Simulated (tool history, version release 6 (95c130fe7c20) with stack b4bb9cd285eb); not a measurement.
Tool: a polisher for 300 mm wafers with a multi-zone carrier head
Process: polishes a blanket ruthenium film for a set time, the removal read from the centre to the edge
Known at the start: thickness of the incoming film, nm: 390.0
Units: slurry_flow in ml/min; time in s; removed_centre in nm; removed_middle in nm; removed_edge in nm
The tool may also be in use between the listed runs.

{"run": 1, "hour": 0.0, "slurry_flow": 245, "centre_zone": 1, "middle_zone": 1, "edge_zone": 1, "time": 64, "removed_centre": 84.352, "removed_middle": 85.646, "removed_edge": 87.513}
{"run": 2, "hour": 8.3, "slurry_flow": 245, "centre_zone": 0.99, "middle_zone": 1, "edge_zone": 0.98, "time": 61, "removed_centre": 81.434, "removed_middle": 84.485, "removed_edge": 82.95}
{"run": 3, "hour": 9.4, "slurry_flow": 245, "centre_zone": 0.98, "middle_zone": 0.99, "edge_zone": 0.97, "time": 58, "removed_centre": 78.851, "removed_middle": 76.972, "removed_edge": 79.219}
{"run": 4, "hour": 16.0, "slurry_flow": 245, "centre_zone": 0.97, "middle_zone": 1.01, "edge_zone": 0.97, "time": 56, "removed_centre": 72.023, "removed_middle": 75.869, "removed_edge": 75.085}
{"run": 5, "hour": 24.9, "slurry_flow": 245, "centre_zone": 0.97, "middle_zone": 1.01, "edge_zone": 1.05, "time": 56, "removed_centre": 71.829, "removed_middle": 73.801, "removed_edge": 77.389}
{"run": 6, "hour": 28.1, "slurry_flow": 245, "centre_zone": 0.97, "middle_zone": 1.02, "edge_zone": 1.04, "time": 54, "removed_centre": 70.071, "removed_middle": 73.749, "removed_edge": 73.173}
{"run": 7, "hour": 35.4, "slurry_flow": 245, "centre_zone": 0.97, "middle_zone": 1.02, "edge_zone": 1.04, "time": 53, "removed_centre": 69.239, "removed_middle": 71.445, "removed_edge": 75.111}
{"run": 8, "hour": 37.4, "slurry_flow": 245, "centre_zone": 0.96, "middle_zone": 1.02, "edge_zone": 1.02, "time": 52, "removed_centre": 67.423, "removed_middle": 72.893, "removed_edge": 71.97}

Run 9 comes next. What will it give?
{"run": 9, "hour": 39.9, "slurry_flow": 245, "centre_zone": 0.96, "middle_zone": 1.02, "edge_zone": 1.01, "time": 51, "removed_centre": "?", "removed_middle": "?", "removed_edge": "?"}

{"run 9": {"removed_centre": 65.534, "removed_middle": 68.607, "removed_edge": 70.005}}

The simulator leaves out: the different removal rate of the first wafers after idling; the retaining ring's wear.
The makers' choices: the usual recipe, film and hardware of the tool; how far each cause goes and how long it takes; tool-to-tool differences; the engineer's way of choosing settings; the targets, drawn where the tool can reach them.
